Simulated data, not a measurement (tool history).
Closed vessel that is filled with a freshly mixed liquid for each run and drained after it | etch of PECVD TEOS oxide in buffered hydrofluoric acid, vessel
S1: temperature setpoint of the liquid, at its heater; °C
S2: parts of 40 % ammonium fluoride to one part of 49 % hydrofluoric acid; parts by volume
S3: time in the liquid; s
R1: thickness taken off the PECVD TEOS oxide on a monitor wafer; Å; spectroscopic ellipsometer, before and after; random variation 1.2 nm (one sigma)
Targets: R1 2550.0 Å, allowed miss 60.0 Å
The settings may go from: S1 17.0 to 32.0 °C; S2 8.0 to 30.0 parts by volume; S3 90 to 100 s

run,hour,S1,S2,S3,R1
1,0.0,24.0,21.5,90,1115.4
2,8.2,26.0,18.5,90,1399.9
3,10.3,26.0,18.5,90,1414.5
4,13.6,27.5,17.0,90,1654.7
5,21.4,27.5,20.5,90,1398.6
6,23.3,27.5,17.5,90,1618.0
7,30.3,28.5,16.5,90,1803.9
8,31.8,28.5,16.5,90,1808.1
9,38.2,29.5,15.5,90,2002.0
10,44.0,30.0,15.0,90,2151.4
11,45.7,30.5,15.0,90,2205.9
12,48.1,31.0,14.5,90,2318.2
13,52.9,31.5,14.5,90,2395.8
14,58.1,32.0,13.5,90,2652.7

4 next moves are on the table. One of them brings every result within its allowed miss. Which?
A,63.3,28.5,11.5,90,?
B,63.3,31.5,14.5,100,?
C,63.3,30.5,12.0,95,?
D,63.3,32.0,16.0,95,?

move,R1
A,2574.4
B,2669.9
C,2896.5
D,2364.0
A: meets every target
B: further off than the last run
C: further off than the last run
D: takes the result that was furthest off past its target
The right move is A.
